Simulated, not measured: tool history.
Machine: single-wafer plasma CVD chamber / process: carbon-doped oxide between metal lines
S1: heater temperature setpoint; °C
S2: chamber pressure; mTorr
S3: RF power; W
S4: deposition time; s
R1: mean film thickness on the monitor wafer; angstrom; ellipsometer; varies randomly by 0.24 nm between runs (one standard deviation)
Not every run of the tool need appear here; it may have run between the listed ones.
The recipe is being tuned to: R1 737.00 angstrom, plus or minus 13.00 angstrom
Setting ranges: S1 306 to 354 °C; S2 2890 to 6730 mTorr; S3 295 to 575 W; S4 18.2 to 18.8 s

run 1 hour=0.0 | S1=330 S2=4810 S3=435 S4=18.2 | R1=872.48
run 2 hour=3.8 | S1=333 S2=4570 S3=425 S4=18.2 | R1=829.04
run 3 hour=7.9 | S1=327 S2=4570 S3=425 S4=18.2 | R1=854.82
run 4 hour=16.6 | S1=331 S2=4380 S3=425 S4=18.2 | R1=831.06
-- hour=24.3 capacitance manometer re-zeroed and calibrated
run 5 hour=24.3 | S1=331 S2=4380 S3=425 S4=18.2 | R1=827.55
run 6 hour=29.3 | S1=331 S2=3680 S3=425 S4=18.2 | R1=813.07
run 7 hour=32.0 | S1=334 S2=3580 S3=425 S4=18.2 | R1=796.08
run 8 hour=38.6 | S1=334 S2=3580 S3=425 S4=18.2 | R1=794.69
run 9 hour=44.4 | S1=336 S2=3520 S3=425 S4=18.2 | R1=788.00

Which single option among these 5 for the next run brings every result within its allowed miss of target? Just one does.
run A hour=50.2 | S1=334 S2=4270 S3=385 S4=18.2 | R1=?
run B hour=50.2 | S1=336 S2=3400 S3=405 S4=18.8 | R1=?
run C hour=50.2 | S1=340 S2=3300 S3=405 S4=18.8 | R1=?
run D hour=50.2 | S1=341 S2=3530 S3=410 S4=18.8 | R1=?
run E hour=50.2 | S1=343 S2=2890 S3=435 S4=18.2 | R1=?

move=A R1=737.14
move=B R1=772.68
move=C R1=758.80
move=D R1=771.58
move=E R1=772.51
A: every result lands within tolerance
B: moves toward the targets from the last run without getting all of them in spec
C: moves toward the targets from the last run without getting all of them in spec
D: moves toward the targets from the last run without getting all of them in spec
E: moves toward the targets from the last run without getting all of them in spec
The move that meets every target is A.
